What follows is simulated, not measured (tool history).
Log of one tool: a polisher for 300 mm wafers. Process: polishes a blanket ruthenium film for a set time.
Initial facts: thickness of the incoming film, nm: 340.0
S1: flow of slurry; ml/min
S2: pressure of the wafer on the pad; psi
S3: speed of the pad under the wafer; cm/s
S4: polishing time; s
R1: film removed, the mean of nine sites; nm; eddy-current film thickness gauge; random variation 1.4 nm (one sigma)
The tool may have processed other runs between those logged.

Run 1, hour 0: S1 300 ml/min, S2 2.1 psi, S3 106 cm/s, S4 46 s. Result: R1 58.365 nm.
Run 2, hour 1.3: S1 235 ml/min, S2 2.1 psi, S3 106 cm/s, S4 46 s. Result: R1 56.35 nm.
Run 3, hour 2.4: S1 235 ml/min, S2 2.3 psi, S3 108 cm/s, S4 46 s. Result: R1 62.449 nm.
Run 4, hour 4.3: S1 235 ml/min, S2 2.3 psi, S3 108 cm/s, S4 41 s. Result: R1 55.305 nm.
At hour 9: worn pad replaced by a new one.
Run 5, hour 9: S1 235 ml/min, S2 2.3 psi, S3 94 cm/s, S4 41 s. Result: R1 56.281 nm.
Run 6, hour 17.4: S1 235 ml/min, S2 2.5 psi, S3 94 cm/s, S4 41 s. Result: R1 61.026 nm.

Run 7 comes next. What will it give?
Run 7, hour 26.1: S1 235 ml/min, S2 2.6 psi, S3 98 cm/s, S4 41 s. Result: R1 ?.

R1: 64.165 nm
